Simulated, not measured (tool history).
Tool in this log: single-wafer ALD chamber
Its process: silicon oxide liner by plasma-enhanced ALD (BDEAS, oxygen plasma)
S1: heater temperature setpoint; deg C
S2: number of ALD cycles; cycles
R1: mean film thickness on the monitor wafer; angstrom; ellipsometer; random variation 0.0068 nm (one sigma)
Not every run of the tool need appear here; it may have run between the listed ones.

Run 1, hour 0.0: S1 320 deg C, S2 27 cycles. Result: R1 24.705 angstrom.
Run 2, hour 8.5: S1 327 deg C, S2 27 cycles. Result: R1 24.365 angstrom.
Run 3, hour 17.1: S1 320 deg C, S2 27 cycles. Result: R1 24.656 angstrom.
Run 4, hour 18.1: S1 321 deg C, S2 24 cycles. Result: R1 21.890 angstrom.
Run 5, hour 21.8: S1 322 deg C, S2 22 cycles. Result: R1 20.194 angstrom.
Run 6, hour 26.6: S1 322 deg C, S2 24 cycles. Result: R1 22.099 angstrom.
Run 7, hour 34.9: S1 323 deg C, S2 22 cycles. Result: R1 20.036 angstrom.

Expected results for the next run?
Run 8, hour 43.0: S1 324 deg C, S2 21 cycles. Result: R1 ?.

{"run 8": {"R1": 19.131}}
